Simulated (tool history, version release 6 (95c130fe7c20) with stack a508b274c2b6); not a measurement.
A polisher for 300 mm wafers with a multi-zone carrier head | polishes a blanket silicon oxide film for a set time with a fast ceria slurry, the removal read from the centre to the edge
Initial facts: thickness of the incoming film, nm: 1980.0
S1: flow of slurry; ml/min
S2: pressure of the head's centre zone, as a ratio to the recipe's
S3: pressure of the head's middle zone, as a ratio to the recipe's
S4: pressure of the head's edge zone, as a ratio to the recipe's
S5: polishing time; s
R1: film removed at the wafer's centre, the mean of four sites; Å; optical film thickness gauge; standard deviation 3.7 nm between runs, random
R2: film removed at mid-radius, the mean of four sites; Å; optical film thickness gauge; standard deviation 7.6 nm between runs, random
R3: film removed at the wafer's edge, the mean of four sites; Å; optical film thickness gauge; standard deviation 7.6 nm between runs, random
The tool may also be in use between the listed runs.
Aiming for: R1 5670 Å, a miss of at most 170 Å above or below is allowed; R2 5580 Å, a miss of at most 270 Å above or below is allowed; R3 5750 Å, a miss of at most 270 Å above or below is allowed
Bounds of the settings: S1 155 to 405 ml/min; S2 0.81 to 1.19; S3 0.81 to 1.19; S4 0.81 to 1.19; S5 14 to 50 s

run 1 hour=0 | S1=260 S2=1 S3=1 S4=1 S5=32 | R1=7057.1 R2=6996 R3=6935.9
run 2 hour=9 | S1=260 S2=0.98 S3=0.98 S4=0.97 S5=31 | R1=6743.8 R2=6886.9 R3=6650.2
run 3 hour=17.7 | S1=255 S2=0.98 S3=0.96 S4=0.97 S5=30 | R1=6554.1 R2=6480.2 R3=6573.2
run 4 hour=26.2 | S1=255 S2=0.9 S3=0.96 S4=0.97 S5=30 | R1=6082.6 R2=6423.9 R3=6464.8
run 5 hour=29.2 | S1=255 S2=0.91 S3=0.94 S4=0.95 S5=29 | R1=5924.2 R2=6086.1 R3=6247.5
run 6 hour=31.8 | S1=255 S2=0.91 S3=0.94 S4=0.95 S5=22 | R1=4485 R2=4638.5 R3=4662.1
run 7 hour=34.7 | S1=255 S2=0.93 S3=0.95 S4=0.97 S5=23 | R1=4807.2 R2=4876 R3=4947.6
run 8 hour=41.6 | S1=255 S2=0.94 S3=0.96 S4=0.99 S5=24 | R1=5014.4 R2=5044.6 R3=5317.9
run 9 hour=46.8 | S1=260 S2=0.96 S3=0.97 S4=1 S5=24 | R1=5132.7 R2=5163.2 R3=5318.8
run 10 hour=47.4 | S1=270 S2=0.97 S3=0.98 S4=1.01 S5=24 | R1=5178.9 R2=5237.5 R3=5289.8
run 11 hour=49.9 | S1=275 S2=0.98 S3=0.98 S4=1.02 S5=24 | R1=5262.3 R2=5329.5 R3=5459.4
run 12 hour=56.2 | S1=325 S2=1.03 S3=0.99 S4=1.04 S5=24 | R1=5599.4 R2=5402.8 R3=5487.9

4 candidate next runs follow, results not yet known. Just one meets every target within its allowed miss. Identify it.
run A hour=62.5 | S1=340 S2=1.17 S3=1.01 S4=0.97 S5=22 | R1=? R2=? R3=?
run B hour=62.5 | S1=185 S2=1.01 S3=0.99 S4=1.04 S5=26 | R1=? R2=? R3=?
run C hour=62.5 | S1=320 S2=1.08 S3=0.99 S4=0.94 S5=24 | R1=? R2=? R3=?
run D hour=62.5 | S1=285 S2=0.99 S3=1 S4=1.1 S5=24 | R1=? R2=? R3=?

move=A R1=5767.8 R2=5185.9 R3=4897.7
move=B R1=5644.7 R2=5715.7 R3=5752.5
move=C R1=5833.1 R2=5539.8 R3=5247.4
move=D R1=5352.3 R2=5536.7 R3=5624.8
A: the biggest miss grows against the last run
B: every result lands within tolerance
C: the biggest miss grows against the last run
D: the furthest-off result lands on target, but another misses its tolerance
So the answer is move B, the one that meets all the targets.
